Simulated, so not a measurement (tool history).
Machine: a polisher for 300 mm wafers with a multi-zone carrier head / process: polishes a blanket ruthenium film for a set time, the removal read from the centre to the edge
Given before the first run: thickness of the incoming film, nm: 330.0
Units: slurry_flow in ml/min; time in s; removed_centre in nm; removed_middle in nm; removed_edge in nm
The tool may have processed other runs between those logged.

Run 1, hour 0: slurry_flow 225 ml/min, centre_zone 1, middle_zone 1, edge_zone 1, time 79 s. Result: removed_centre 70.702 nm, removed_middle 70.751 nm, removed_edge 70.793 nm.
Run 2, hour 7.3: slurry_flow 225 ml/min, centre_zone 1, middle_zone 1, edge_zone 0.94, time 79 s. Result: removed_centre 71.161 nm, removed_middle 69.885 nm, removed_edge 68.88 nm.
Run 3, hour 14.5: slurry_flow 225 ml/min, centre_zone 1, middle_zone 1, edge_zone 0.94, time 90 s. Result: removed_centre 81.537 nm, removed_middle 79.359 nm, removed_edge 78.347 nm.
Run 4, hour 18.9: slurry_flow 225 ml/min, centre_zone 1, middle_zone 1.04, edge_zone 0.94, time 90 s. Result: removed_centre 80.943 nm, removed_middle 79.281 nm, removed_edge 78.42 nm.
Run 5, hour 22.5: slurry_flow 215 ml/min, centre_zone 0.99, middle_zone 1.01, edge_zone 0.99, time 90 s. Result: removed_centre 79.562 nm, removed_middle 79.09 nm, removed_edge 79.894 nm.
Run 6, hour 29.7: slurry_flow 215 ml/min, centre_zone 0.98, middle_zone 0.99, edge_zone 1.02, time 90 s. Result: removed_centre 78.314 nm, removed_middle 77.879 nm, removed_edge 80.807 nm.
Run 7, hour 34.1: slurry_flow 215 ml/min, centre_zone 0.97, middle_zone 0.98, edge_zone 1.05, time 90 s. Result: removed_centre 76.832 nm, removed_middle 76.131 nm, removed_edge 82.55 nm.

What does the tool deliver on the next run?
Run 8, hour 39.2: slurry_flow 220 ml/min, centre_zone 0.96, middle_zone 0.98, edge_zone 1.06, time 90 s. Result: removed_centre ?, removed_middle ?, removed_edge ?.

{"run 8": {"removed_centre": 76.994, "removed_middle": 77.166, "removed_edge": 83.368}}
